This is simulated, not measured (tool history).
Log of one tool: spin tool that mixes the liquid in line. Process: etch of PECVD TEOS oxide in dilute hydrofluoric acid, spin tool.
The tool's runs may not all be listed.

run,day,temperature setpoint of the liquid (C),parts of water to one part of 49 % hydrofluoric acid (parts by volume),time under the liquid (s),thickness taken off the PECVD TEOS oxide on a monitor wafer (angstrom)
1,0.000,25.0,165,320,225.19
2,0.350,25.0,195,320,185.25
3,0.462,25.0,195,320,182.44
4,0.662,23.0,195,320,170.96
5,0.829,23.0,195,320,170.75
6,0.942,22.0,200,320,160.09
7,1.300,21.5,200,320,156.09

Forecast run 8:
8,1.638,21.0,200,320,?

{"run 8": {"thickness taken off the PECVD TEOS oxide on a monitor wafer (angstrom)": 152.59}}

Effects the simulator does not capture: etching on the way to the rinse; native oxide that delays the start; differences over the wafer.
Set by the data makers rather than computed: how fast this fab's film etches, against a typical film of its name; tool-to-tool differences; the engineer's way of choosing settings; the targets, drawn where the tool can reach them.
